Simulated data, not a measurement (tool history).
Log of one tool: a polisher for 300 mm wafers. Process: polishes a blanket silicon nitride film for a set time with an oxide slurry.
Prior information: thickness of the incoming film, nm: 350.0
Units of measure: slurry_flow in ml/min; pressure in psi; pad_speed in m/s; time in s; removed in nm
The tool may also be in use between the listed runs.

run,hour,slurry_flow,pressure,pad_speed,slurry_solids,time,removed
1,0,125,3.8,0.9,1,55,28.381
2,3.4,125,3.8,0.9,1,55,28.126
3,5,125,3.8,0.9,1,55,28.759
4,11.9,120,3.4,0.9,1,55,25.244
5,19.2,115,3.1,0.9,1,55,23.333
6,24.6,115,2.8,0.9,1,55,20.862
7,28.1,100,2.1,0.9,1,55,15.471

Predict the results of run 8:
8,36.7,105,2.1,0.9,1,55,?

removed: 15.582 nm
